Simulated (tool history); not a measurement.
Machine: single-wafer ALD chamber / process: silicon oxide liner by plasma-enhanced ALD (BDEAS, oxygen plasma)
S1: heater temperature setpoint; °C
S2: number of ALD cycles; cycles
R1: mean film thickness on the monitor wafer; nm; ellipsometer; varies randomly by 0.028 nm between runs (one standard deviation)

{"run": 1, "hour": 0.0, "S1": 310, "S2": 66, "R1": 5.9176}
{"run": 2, "hour": 8.5, "S1": 315, "S2": 66, "R1": 5.8513}
{"run": 3, "hour": 11.7, "S1": 316, "S2": 64, "R1": 5.7056}
{"run": 4, "hour": 13.8, "S1": 310, "S2": 64, "R1": 5.7705}
{"run": 5, "hour": 16.0, "S1": 311, "S2": 62, "R1": 5.6184}
{"run": 6, "hour": 22.1, "S1": 312, "S2": 61, "R1": 5.4652}

Expected results for the next run?
{"run": 7, "hour": 30.0, "S1": 313, "S2": 60, "R1": "?"}

Logged for run 7: R1 5.3615 nm.
